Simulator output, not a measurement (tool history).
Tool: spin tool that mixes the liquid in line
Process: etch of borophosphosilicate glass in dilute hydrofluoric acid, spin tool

| run | hour | temperature setpoint of the liquid (°C) | parts of water to one part of 49 % hydrofluoric acid (parts by volume) | time under the liquid (s) | thickness taken off the borophosphosilicate glass on a monitor wafer (Å) |
|---|---|---|---|---|---|
| 1 | 0 | 26 | 165 | 50 | 180.8 |
| 2 | 7.7 | 26 | 165 | 55 | 199.69 |
| 3 | 15.1 | 24.5 | 165 | 55 | 190.26 |
| 4 | 19.5 | 24.5 | 165 | 50 | 173.41 |
| 5 | 25.1 | 26.5 | 165 | 50 | 186.54 |
| 6 | 27.2 | 26.5 | 165 | 55 | 204.33 |
| 7 | 33.6 | 25 | 165 | 55 | 193.51 |

Run 8 is up next; what results do you expect?
| 8 | 38.8 | 23.5 | 165 | 55 | ? |

{"run 8": {"thickness taken off the borophosphosilicate glass on a monitor wafer (Å)": 180.97}}
